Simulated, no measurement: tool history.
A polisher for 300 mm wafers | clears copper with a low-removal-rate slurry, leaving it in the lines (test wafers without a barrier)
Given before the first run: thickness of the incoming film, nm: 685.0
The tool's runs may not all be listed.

run	hour	flow of slurry (ml/min)	pressure of the wafer on the pad (kPa)	speed of the pad under the wafer (m/s)	abrasive content of the slurry	overpolish time after the end point (s)	time until the end point was called (s)	dishing of a wide line in a test structure (angstrom)
1	0	310	27.6	1.04	1	13	196.54	427.05
2	8	310	27.6	1.04	1	8	199.04	264.33
3	12.4	315	26.2	1.04	1	6	200.48	199.05
4	20.7	310	26.2	1.04	1	6	204.35	198.03
5	26.5	305	26.2	1.04	1	6	204.52	192.94
6	27.9	305	21.4	1.04	1	6	238.36	172.52
7	30.8	310	21.4	1.04	1	6	235.42	170.48

What does the tool deliver on the next run?
8	35.2	315	21.4	1.04	1	6	?	?

Run 8 produced time until the end point was called (s) 236.55, dishing of a wide line in a test structure (angstrom) 171.3.

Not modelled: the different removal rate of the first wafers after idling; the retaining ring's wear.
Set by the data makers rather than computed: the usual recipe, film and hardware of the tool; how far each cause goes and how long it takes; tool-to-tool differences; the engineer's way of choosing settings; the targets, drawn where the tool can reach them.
